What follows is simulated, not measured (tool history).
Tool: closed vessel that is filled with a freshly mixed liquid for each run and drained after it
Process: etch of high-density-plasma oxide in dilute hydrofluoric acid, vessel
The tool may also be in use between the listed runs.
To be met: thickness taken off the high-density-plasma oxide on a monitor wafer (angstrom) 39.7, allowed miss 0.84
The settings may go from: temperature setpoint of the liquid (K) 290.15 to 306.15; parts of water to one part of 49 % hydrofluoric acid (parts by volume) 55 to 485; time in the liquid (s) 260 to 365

run  hour  temperature setpoint of the liquid (K)  parts of water to one part of 49 % hydrofluoric acid (parts by volume)  time in the liquid (s)  thickness taken off the high-density-plasma oxide on a monitor wafer (angstrom)
  1     0                                  298.15                                                                     270                     365                                                                           57.907
  2   1.2                                  296.65                                                                     275                     365                                                                           54.067
  3   1.8                                  293.65                                                                     275                     365                                                                           48.381
  4  10.3                                  292.65                                                                     280                     365                                                                           45.824
  5  13.9                                  292.65                                                                     340                     365                                                                           35.212
  6  16.8                                  293.15                                                                     340                     365                                                                           36.017
  7  25.1                                  293.65                                                                     340                     365                                                                           36.854
  8  28.6                                  293.65                                                                     340                     365                                                                           36.635

Which of these 4 next moves meets every target?
  A  32.1                                  293.65                                                                     315                     355                                                                                ?
  B  32.1                                  298.65                                                                     340                     355                                                                                ?
  C  32.1                                  295.15                                                                     320                     365                                                                                ?
  D  32.1                                  292.15                                                                     360                     365                                                                                ?

move  thickness taken off the high-density-plasma oxide on a monitor wafer (angstrom)
   A                                                                           39.664
   B                                                                            42.69
   C                                                                           42.156
   D                                                                           32.527
A: meets every target
B: takes the result that was furthest off past its target
C: takes the result that was furthest off past its target
D: further off than the last run
Answer: A

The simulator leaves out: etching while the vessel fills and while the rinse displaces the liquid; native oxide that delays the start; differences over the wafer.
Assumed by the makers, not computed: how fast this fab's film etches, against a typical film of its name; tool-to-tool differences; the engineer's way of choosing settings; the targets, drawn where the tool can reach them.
